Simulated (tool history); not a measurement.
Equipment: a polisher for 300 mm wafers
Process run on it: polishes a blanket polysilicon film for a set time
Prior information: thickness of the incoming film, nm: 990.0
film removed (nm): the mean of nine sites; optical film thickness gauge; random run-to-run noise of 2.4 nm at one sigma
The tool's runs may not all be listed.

run    day  flow of slurry (ml/min)  pressure of the wafer on the pad (kPa)  speed of the pad under the wafer (m/s)  polishing time (s)  film removed (nm)
  1  0.000                      240                                    22.1                                    0.90                  30             276.10
  2  0.029                      240                                    21.4                                    0.90                  30             262.23
  3  0.162                      240                                    21.4                                    1.12                  30             310.09
  4  0.508                      190                                    21.4                                    1.12                  30             305.45
  5  0.779                      190                                    21.4                                    1.12                  30             300.08
  6  0.896                      190                                    21.4                                    0.92                  30             267.57
  7  1.246                      190                                    20.7                                    0.92                  30             254.30
  8  1.496                      190                                    20.0                                    0.92                  30             248.86

Run 9 is up next; what results do you expect?
  9  1.692                      190                                    19.3                                    0.92                  30                  ?

{"run 9": {"film removed (nm)": 238.55}}
